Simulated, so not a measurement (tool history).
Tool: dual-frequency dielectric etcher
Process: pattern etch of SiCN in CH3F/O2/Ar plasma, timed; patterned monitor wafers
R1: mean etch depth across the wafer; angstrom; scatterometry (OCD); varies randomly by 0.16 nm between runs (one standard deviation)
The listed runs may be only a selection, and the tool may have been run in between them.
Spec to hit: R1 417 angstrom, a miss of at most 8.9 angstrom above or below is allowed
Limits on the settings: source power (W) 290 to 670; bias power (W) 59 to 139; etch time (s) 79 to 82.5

run 1 hour=0 | source_power_(W)=480 bias_power_(W)=99 etch_time_(s)=79 | R1=358.59
run 2 hour=3.5 | source_power_(W)=480 bias_power_(W)=86 etch_time_(s)=79 | R1=329.62
run 3 hour=9.9 | source_power_(W)=480 bias_power_(W)=78 etch_time_(s)=79 | R1=313.51
run 4 hour=11.5 | source_power_(W)=480 bias_power_(W)=78 etch_time_(s)=82.5 | R1=326.01
run 5 hour=18.8 | source_power_(W)=480 bias_power_(W)=71 etch_time_(s)=82.5 | R1=307.4
run 6 hour=22.7 | source_power_(W)=480 bias_power_(W)=83 etch_time_(s)=82.5 | R1=339.12
run 7 hour=23.6 | source_power_(W)=520 bias_power_(W)=86 etch_time_(s)=82.5 | R1=353.4
run 8 hour=31.2 | source_power_(W)=550 bias_power_(W)=90 etch_time_(s)=82.5 | R1=371.69
run 9 hour=31.8 | source_power_(W)=580 bias_power_(W)=92 etch_time_(s)=82.5 | R1=383.53
run 10 hour=35.8 | source_power_(W)=600 bias_power_(W)=94 etch_time_(s)=82.5 | R1=391.68

Exercise: of the 5 proposed moves below, exactly one satisfies all targets within the stated allowed misses. Which move is it?
run A hour=39.8 | source_power_(W)=570 bias_power_(W)=89 etch_time_(s)=82.5 | R1=?
run B hour=39.8 | source_power_(W)=600 bias_power_(W)=97 etch_time_(s)=80 | R1=?
run C hour=39.8 | source_power_(W)=660 bias_power_(W)=102 etch_time_(s)=81.5 | R1=?
run D hour=39.8 | source_power_(W)=560 bias_power_(W)=89 etch_time_(s)=79 | R1=?
run E hour=39.8 | source_power_(W)=560 bias_power_(W)=91 etch_time_(s)=79.5 | R1=?

move=A R1=373
move=B R1=385.6
move=C R1=417.25
move=D R1=354.91
move=E R1=361.43
A: lands further from the targets than the last run did
B: lands further from the targets than the last run did
C: all results in spec
D: lands further from the targets than the last run did
E: lands further from the targets than the last run did
The right move is C.

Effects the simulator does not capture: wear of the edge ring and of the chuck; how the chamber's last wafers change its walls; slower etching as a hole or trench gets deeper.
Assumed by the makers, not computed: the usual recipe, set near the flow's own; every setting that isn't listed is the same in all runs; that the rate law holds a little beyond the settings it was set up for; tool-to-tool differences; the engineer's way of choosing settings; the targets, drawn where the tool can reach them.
